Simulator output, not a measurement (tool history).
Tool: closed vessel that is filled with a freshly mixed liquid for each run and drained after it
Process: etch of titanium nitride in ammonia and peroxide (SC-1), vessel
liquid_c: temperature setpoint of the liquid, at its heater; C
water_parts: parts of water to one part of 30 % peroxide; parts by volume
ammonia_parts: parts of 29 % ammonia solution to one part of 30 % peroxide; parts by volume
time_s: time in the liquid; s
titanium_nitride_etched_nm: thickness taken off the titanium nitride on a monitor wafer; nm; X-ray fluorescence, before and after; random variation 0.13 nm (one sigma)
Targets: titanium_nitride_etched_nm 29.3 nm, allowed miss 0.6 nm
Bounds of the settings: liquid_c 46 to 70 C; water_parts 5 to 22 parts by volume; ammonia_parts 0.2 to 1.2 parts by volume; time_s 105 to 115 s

run,hour,liquid_c,water_parts,ammonia_parts,time_s,titanium_nitride_etched_nm
1,0,62,12.5,0.9,105,11.347
2,8.2,66,12.5,0.9,105,14.692
3,15.7,66,8.5,0.9,105,17.956
4,17.8,66,8.5,0.9,105,17.928
5,22.6,62,8.5,0.9,105,13.693
6,26.6,62,10.5,0.9,105,12.502
7,27.9,62,10.5,0.9,105,12.485
8,33.2,64,9,0.95,105,15.396
9,34.6,70,5,1.2,110,31.846
10,37.1,69.5,5,1.2,110,30.688

Which of these 5 next moves meets every target?
A,39.6,70,6.5,1.1,115,?
B,39.6,70,5,1.2,110,?
C,39.6,69.5,5,1.2,115,?
D,39.6,69.5,5,1.15,115,?
E,39.6,70,5,0.85,115,?

move,titanium_nitride_etched_nm
A,29.29
B,31.716
C,32.147
D,32.008
E,31.887
A: meets every target
B: further off than the last run
C: further off than the last run
D: further off than the last run
E: further off than the last run
The right move is A.
